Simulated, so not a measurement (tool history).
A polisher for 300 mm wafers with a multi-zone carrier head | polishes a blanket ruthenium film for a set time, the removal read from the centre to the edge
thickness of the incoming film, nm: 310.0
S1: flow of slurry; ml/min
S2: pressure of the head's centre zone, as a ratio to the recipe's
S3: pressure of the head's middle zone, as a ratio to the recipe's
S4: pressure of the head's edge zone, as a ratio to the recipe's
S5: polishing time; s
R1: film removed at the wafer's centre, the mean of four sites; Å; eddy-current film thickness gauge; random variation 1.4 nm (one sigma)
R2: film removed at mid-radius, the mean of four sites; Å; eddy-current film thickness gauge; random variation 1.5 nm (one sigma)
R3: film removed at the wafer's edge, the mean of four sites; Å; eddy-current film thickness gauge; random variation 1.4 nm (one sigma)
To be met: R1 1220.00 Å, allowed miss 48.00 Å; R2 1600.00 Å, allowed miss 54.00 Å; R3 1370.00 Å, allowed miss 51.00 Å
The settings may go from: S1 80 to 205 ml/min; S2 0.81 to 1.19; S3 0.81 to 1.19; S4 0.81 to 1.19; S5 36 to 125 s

run 1 day=0.000 | S1=135 S2=1.00 S3=1.00 S4=1.00 S5=80 | R1=977.76 R2=996.15 R3=979.91
run 2 day=0.350 | S1=135 S2=1.00 S3=1.00 S4=1.00 S5=65 | R1=827.90 R2=797.79 R3=809.07
run 3 day=0.642 | S1=145 S2=0.98 S3=1.05 S4=1.03 S5=75 | R1=922.02 R2=976.94 R3=966.82
run 4 day=0.708 | S1=155 S2=0.97 S3=1.09 S4=1.02 S5=82 | R1=1044.20 R2=1107.80 R3=1043.70
run 5 day=1.054 | S1=155 S2=0.93 S3=1.12 S4=1.02 S5=89 | R1=1064.40 R2=1247.20 R3=1145.30
run 6 day=1.408 | S1=140 S2=0.93 S3=1.12 S4=1.02 S5=89 | R1=1036.20 R2=1197.80 R3=1099.10
run 7 day=1.596 | S1=155 S2=0.91 S3=1.14 S4=1.02 S5=92 | R1=1084.40 R2=1288.80 R3=1184.10
run 8 day=1.954 | S1=160 S2=0.89 S3=1.15 S4=1.00 S5=96 | R1=1104.00 R2=1380.30 R3=1199.80
run 9 day=2.025 | S1=170 S2=0.88 S3=1.16 S4=1.01 S5=98 | R1=1144.10 R2=1441.20 R3=1247.10
run 10 day=2.233 | S1=175 S2=0.87 S3=1.17 S4=1.02 S5=99 | R1=1137.50 R2=1493.30 R3=1273.90

5 next moves are on the table. One of them brings every result within its allowed miss. Which?
run A day=2.442 | S1=200 S2=0.87 S3=1.19 S4=1.04 S5=114 | R1=? R2=? R3=?
run B day=2.442 | S1=190 S2=0.84 S3=1.16 S4=0.96 S5=107 | R1=? R2=? R3=?
run C day=2.442 | S1=170 S2=0.90 S3=1.13 S4=1.09 S5=102 | R1=? R2=? R3=?
run D day=2.442 | S1=160 S2=0.87 S3=1.01 S4=1.07 S5=106 | R1=? R2=? R3=?
run E day=2.442 | S1=175 S2=0.81 S3=1.13 S4=1.03 S5=102 | R1=? R2=? R3=?

move=A R1=1355.90 R2=1735.50 R3=1494.60
move=B R1=1217.80 R2=1581.70 R3=1342.60
move=C R1=1219.60 R2=1447.30 R3=1344.60
move=D R1=1209.40 R2=1352.60 R3=1376.10
move=E R1=1102.60 R2=1455.20 R3=1312.00
A: takes the result that was furthest off past its target
B: meets every target
C: further off than the last run
D: further off than the last run
E: further off than the last run
Move B is the one to make.
